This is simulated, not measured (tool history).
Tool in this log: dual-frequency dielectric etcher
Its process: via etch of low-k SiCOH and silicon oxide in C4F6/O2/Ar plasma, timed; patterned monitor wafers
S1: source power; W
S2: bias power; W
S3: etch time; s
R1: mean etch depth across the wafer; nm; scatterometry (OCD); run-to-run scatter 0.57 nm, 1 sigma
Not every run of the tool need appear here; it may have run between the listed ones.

run    day   S1   S2  S3      R1
  1      0  390  212  44  119.22
  2  0.129  390  198  44  115.78
  3  0.275  420  207  44  122.62
  4  0.525  450  207  44  126.51
     0.817  -- source power generator calibrated
  5  0.817  470  210  44  132.95
  6   1.05  480  211  44  134.05
  7  1.179  490  212  44  137.01

Expected results for the next run?
  8  1.212  500  213  44   ?

{"run 8": {"R1": 137.72}}
